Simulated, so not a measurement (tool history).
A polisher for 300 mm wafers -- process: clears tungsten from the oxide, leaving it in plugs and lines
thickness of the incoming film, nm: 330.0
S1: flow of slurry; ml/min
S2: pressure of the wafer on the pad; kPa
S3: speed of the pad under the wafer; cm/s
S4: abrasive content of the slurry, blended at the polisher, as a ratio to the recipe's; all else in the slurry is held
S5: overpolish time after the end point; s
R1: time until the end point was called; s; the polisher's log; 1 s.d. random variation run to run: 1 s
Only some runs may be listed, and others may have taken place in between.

Run 1, hour 0.0: S1 210 ml/min, S2 17.2 kPa, S3 136 cm/s, S4 1.0, S5 13 s. Result: R1 80.908 s.
Run 2, hour 4.0: S1 210 ml/min, S2 19.3 kPa, S3 136 cm/s, S4 1.0, S5 13 s. Result: R1 74.696 s.
Run 3, hour 10.3: S1 210 ml/min, S2 20.0 kPa, S3 136 cm/s, S4 1.0, S5 13 s. Result: R1 72.817 s.
Run 4, hour 15.8: S1 210 ml/min, S2 20.0 kPa, S3 136 cm/s, S4 1.0, S5 13 s. Result: R1 72.007 s.
Run 5, hour 18.2: S1 190 ml/min, S2 20.0 kPa, S3 136 cm/s, S4 1.0, S5 13 s. Result: R1 71.328 s.
Run 6, hour 22.3: S1 190 ml/min, S2 20.0 kPa, S3 136 cm/s, S4 1.0, S5 13 s. Result: R1 70.790 s.
At hour 25.5: head pressure recalibrated.
Run 7, hour 25.5: S1 190 ml/min, S2 20.7 kPa, S3 136 cm/s, S4 1.0, S5 13 s. Result: R1 75.173 s.
Run 8, hour 28.1: S1 190 ml/min, S2 20.7 kPa, S3 136 cm/s, S4 1.0, S5 13 s. Result: R1 76.827 s.
Run 9, hour 32.8: S1 200 ml/min, S2 21.4 kPa, S3 136 cm/s, S4 1.0, S5 13 s. Result: R1 71.615 s.
Run 10, hour 41.9: S1 200 ml/min, S2 21.4 kPa, S3 136 cm/s, S4 1.0, S5 13 s. Result: R1 73.463 s.

Run 11, settings as shown, results not yet in. Your forecast:
Run 11, hour 46.2: S1 200 ml/min, S2 21.4 kPa, S3 140 cm/s, S4 1.0, S5 13 s. Result: R1 ?.

{"run 11": {"R1": 70.007}}
